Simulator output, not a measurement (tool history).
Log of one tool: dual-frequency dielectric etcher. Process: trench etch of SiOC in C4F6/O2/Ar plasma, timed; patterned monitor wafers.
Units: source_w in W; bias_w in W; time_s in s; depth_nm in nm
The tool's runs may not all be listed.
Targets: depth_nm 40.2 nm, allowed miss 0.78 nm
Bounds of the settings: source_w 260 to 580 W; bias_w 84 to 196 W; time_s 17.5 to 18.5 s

Run 1, hour 0: source_w 420 W, bias_w 140 W, time_s 17.5 s. Result: depth_nm 33.405 nm.
Run 2, hour 6.3: source_w 450 W, bias_w 145 W, time_s 17.5 s. Result: depth_nm 35.244 nm.
Run 3, hour 11.3: source_w 450 W, bias_w 159 W, time_s 17.5 s. Result: depth_nm 36.377 nm.
Run 4, hour 12.7: source_w 470 W, bias_w 160 W, time_s 17.5 s. Result: depth_nm 37.356 nm.
Run 5, hour 15.2: source_w 470 W, bias_w 160 W, time_s 17.5 s. Result: depth_nm 37.223 nm.
Run 6, hour 21.5: source_w 480 W, bias_w 161 W, time_s 17.5 s. Result: depth_nm 37.927 nm.
Run 7, hour 27.1: source_w 490 W, bias_w 162 W, time_s 17.5 s. Result: depth_nm 38.27 nm.
Run 8, hour 31.3: source_w 500 W, bias_w 163 W, time_s 17.5 s. Result: depth_nm 38.904 nm.
Run 9, hour 36.1: source_w 510 W, bias_w 163 W, time_s 17.5 s. Result: depth_nm 39.377 nm.

5 next moves are on the table. One of them brings every result within its allowed miss. Which?
Run A, hour 40.9: source_w 500 W, bias_w 157 W, time_s 17.5 s. Result: depth_nm ?.
Run B, hour 40.9: source_w 520 W, bias_w 142 W, time_s 18 s. Result: depth_nm ?.
Run C, hour 40.9: source_w 540 W, bias_w 150 W, time_s 18 s. Result: depth_nm ?.
Run D, hour 40.9: source_w 440 W, bias_w 166 W, time_s 18.5 s. Result: depth_nm ?.
Run E, hour 40.9: source_w 520 W, bias_w 144 W, time_s 17.5 s. Result: depth_nm ?.

move  depth_nm
   A    38.229
   B    38.597
   C    40.166
   D    38.667
   E    37.725
A: further off than the last run
B: further off than the last run
C: meets every target
D: further off than the last run
E: further off than the last run
The right move is C.

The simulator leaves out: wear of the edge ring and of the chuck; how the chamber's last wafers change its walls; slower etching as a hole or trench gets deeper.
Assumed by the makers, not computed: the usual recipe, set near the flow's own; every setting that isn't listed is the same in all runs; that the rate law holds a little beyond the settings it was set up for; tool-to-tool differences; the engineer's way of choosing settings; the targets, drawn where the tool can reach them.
